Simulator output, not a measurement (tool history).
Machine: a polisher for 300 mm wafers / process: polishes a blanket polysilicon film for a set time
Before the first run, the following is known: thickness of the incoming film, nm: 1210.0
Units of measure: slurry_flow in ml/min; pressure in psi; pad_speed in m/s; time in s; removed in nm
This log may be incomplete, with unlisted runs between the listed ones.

run  hour  slurry_flow  pressure  pad_speed  time  removed
  1   0.0          140       3.0       1.28    50   666.11
  2   1.6          140       3.0       1.28    53   705.86
  3   6.9          140       2.7       1.28    53   659.02
  4   9.5          140       2.3       1.28    53   606.79
  5  13.9          165       2.3       1.28    53   625.43
  6  21.5          185       2.3       1.28    53   634.84
  7  25.5          190       3.1       1.30    53   750.70
  8  27.3          190       3.2       1.30    53   785.68

Expected results for the next run?
  9  34.3          190       3.3       1.30    53        ?

{"run 9": {"removed": 797.58}}
